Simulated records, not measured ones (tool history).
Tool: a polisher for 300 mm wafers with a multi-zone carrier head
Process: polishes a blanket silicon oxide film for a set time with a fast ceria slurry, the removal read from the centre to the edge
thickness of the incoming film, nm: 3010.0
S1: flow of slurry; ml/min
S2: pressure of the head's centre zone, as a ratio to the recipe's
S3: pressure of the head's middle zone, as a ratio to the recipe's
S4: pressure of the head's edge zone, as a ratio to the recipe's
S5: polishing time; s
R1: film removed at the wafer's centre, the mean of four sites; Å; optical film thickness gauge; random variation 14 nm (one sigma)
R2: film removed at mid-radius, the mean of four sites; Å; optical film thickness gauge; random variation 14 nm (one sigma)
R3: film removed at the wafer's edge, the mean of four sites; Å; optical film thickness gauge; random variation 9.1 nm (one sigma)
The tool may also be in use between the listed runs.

Run 1, hour 0.0: S1 290 ml/min, S2 1.00, S3 1.00, S4 1.00, S5 68 s. Result: R1 7931.6 Å, R2 7871.3 Å, R3 7556.5 Å.
Run 2, hour 4.3: S1 300 ml/min, S2 1.04, S3 1.05, S4 1.04, S5 75 s. Result: R1 9035.3 Å, R2 9273.5 Å, R3 8449.3 Å.
Run 3, hour 12.8: S1 345 ml/min, S2 1.04, S3 1.05, S4 1.04, S5 75 s. Result: R1 9052.5 Å, R2 9167.0 Å, R3 8549.2 Å.
Run 4, hour 15.2: S1 345 ml/min, S2 1.04, S3 1.12, S4 1.04, S5 75 s. Result: R1 9131.9 Å, R2 9666.5 Å, R3 8396.0 Å.
Run 5, hour 18.3: S1 345 ml/min, S2 1.08, S3 1.12, S4 1.04, S5 75 s. Result: R1 9540.5 Å, R2 9721.6 Å, R3 8446.6 Å.
Run 6, hour 19.6: S1 350 ml/min, S2 1.10, S3 1.12, S4 1.07, S5 80 s. Result: R1 10328.0 Å, R2 10312.0 Å, R3 9197.9 Å.
Run 7, hour 27.5: S1 350 ml/min, S2 1.11, S3 1.13, S4 1.08, S5 84 s. Result: R1 10861.0 Å, R2 11004.0 Å, R3 9597.1 Å.
Run 8, hour 28.4: S1 355 ml/min, S2 1.12, S3 1.13, S4 1.09, S5 87 s. Result: R1 11753.0 Å, R2 11380.0 Å, R3 9980.8 Å.

Forecast run 9:
Run 9, hour 33.7: S1 355 ml/min, S2 1.11, S3 1.13, S4 1.11, S5 89 s. Result: R1 ?, R2 ?, R3 ?.

{"run 9": {"R1": 11545.0, "R2": 11290.0, "R3": 10344.0}}
